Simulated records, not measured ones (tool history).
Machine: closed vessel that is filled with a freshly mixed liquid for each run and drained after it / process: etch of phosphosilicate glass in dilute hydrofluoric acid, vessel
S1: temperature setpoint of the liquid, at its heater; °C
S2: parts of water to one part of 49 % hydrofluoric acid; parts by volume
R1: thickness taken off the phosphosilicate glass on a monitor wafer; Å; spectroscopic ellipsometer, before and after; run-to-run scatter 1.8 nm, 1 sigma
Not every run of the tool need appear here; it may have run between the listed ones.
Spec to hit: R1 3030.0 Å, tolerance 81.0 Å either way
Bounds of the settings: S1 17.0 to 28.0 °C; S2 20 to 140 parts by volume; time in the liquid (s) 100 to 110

Run 1, hour 0.0: S1 20.0 °C, S2 75 parts by volume, time in the liquid (s) 100. Result: R1 1103.4 Å.
Run 2, hour 1.1: S1 21.0 °C, S2 70 parts by volume, time in the liquid (s) 100. Result: R1 1256.7 Å.
Run 3, hour 10.4: S1 23.5 °C, S2 70 parts by volume, time in the liquid (s) 100. Result: R1 1372.8 Å.
Run 4, hour 16.8: S1 21.5 °C, S2 70 parts by volume, time in the liquid (s) 100. Result: R1 1255.1 Å.
Run 5, hour 18.0: S1 22.0 °C, S2 65 parts by volume, time in the liquid (s) 100. Result: R1 1398.8 Å.
Run 6, hour 27.1: S1 24.5 °C, S2 65 parts by volume, time in the liquid (s) 100. Result: R1 1529.7 Å.
Run 7, hour 27.9: S1 25.0 °C, S2 60 parts by volume, time in the liquid (s) 100. Result: R1 1729.1 Å.
Run 8, hour 36.6: S1 25.5 °C, S2 55 parts by volume, time in the liquid (s) 100. Result: R1 1941.8 Å.
Run 9, hour 43.3: S1 27.0 °C, S2 45 parts by volume, time in the liquid (s) 100. Result: R1 2553.3 Å.
Run 10, hour 48.3: S1 28.0 °C, S2 35 parts by volume, time in the liquid (s) 100. Result: R1 3459.1 Å.
Run 11, hour 54.5: S1 26.0 °C, S2 35 parts by volume, time in the liquid (s) 100. Result: R1 3210.8 Å.

5 next moves are on the table. One of them brings every result within its allowed miss. Which?
Run A, hour 60.7: S1 25.0 °C, S2 35 parts by volume, time in the liquid (s) 100. Result: R1 ?.
Run B, hour 60.7: S1 27.5 °C, S2 45 parts by volume, time in the liquid (s) 110. Result: R1 ?.
Run C, hour 60.7: S1 23.0 °C, S2 35 parts by volume, time in the liquid (s) 100. Result: R1 ?.
Run D, hour 60.7: S1 26.5 °C, S2 40 parts by volume, time in the liquid (s) 100. Result: R1 ?.
Run E, hour 60.7: S1 24.0 °C, S2 40 parts by volume, time in the liquid (s) 110. Result: R1 ?.

move      R1
   A  3072.6
   B  2869.9
   C  2827.0
   D  2839.2
   E  2818.2
A: each result inside its tolerance
B: moves the result that the last run missed by most past its target, out the other side
C: moves the result that the last run missed by most past its target, out the other side
D: moves the result that the last run missed by most past its target, out the other side
E: moves the result that the last run missed by most past its target, out the other side
So the answer is move A, the one that meets all the targets.
